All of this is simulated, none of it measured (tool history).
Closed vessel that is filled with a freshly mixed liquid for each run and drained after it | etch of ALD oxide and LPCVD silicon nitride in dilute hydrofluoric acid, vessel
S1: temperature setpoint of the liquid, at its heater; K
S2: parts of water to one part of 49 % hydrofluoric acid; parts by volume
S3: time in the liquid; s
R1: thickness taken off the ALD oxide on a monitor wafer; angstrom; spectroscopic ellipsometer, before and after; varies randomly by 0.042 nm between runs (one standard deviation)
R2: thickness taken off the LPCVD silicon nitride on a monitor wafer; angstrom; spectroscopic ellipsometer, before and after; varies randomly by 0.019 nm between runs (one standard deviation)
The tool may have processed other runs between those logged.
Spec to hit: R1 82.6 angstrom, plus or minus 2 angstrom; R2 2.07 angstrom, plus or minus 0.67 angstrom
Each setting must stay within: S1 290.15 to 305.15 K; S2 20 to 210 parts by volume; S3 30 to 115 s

run    day      S1   S2  S3      R1      R2
  1      0  297.15  115  60   106.9  2.6711
  2  0.262  297.15  115  70  124.59  3.5088
  3  0.521  297.15  115  50  88.366  2.8036
  4  0.792  297.15  115  65  114.95  2.6325
     0.967  -- thermometer replaced
  5  0.967  296.15  115  65  102.91  2.5656
  6   1.25  296.15  130  65  90.266  2.5293
  7  1.504  296.15  130  65  90.318  2.2159
  8  1.642  295.65  130  65   89.07  2.3485
  9  1.725  294.65  130  65  84.721  1.8774

5 next moves are on the table. One of them brings every result within its allowed miss. Which?
  A  1.808  295.15  155  75   ?   ?
  B  1.808  299.65  160  70   ?   ?
  C  1.808  297.65  140  65   ?   ?
  D  1.808  291.15  135  80   ?   ?
  E  1.808  297.15  120  55   ?   ?

move      R1      R2
   A  82.008  1.9509
   B  87.451  2.3552
   C  88.135  2.1992
   D  87.426  1.8216
   E   87.38  2.0983
A: all results in spec
B: the biggest miss grows against the last run
C: the biggest miss grows against the last run
D: the biggest miss grows against the last run
E: the biggest miss grows against the last run
Answer: A

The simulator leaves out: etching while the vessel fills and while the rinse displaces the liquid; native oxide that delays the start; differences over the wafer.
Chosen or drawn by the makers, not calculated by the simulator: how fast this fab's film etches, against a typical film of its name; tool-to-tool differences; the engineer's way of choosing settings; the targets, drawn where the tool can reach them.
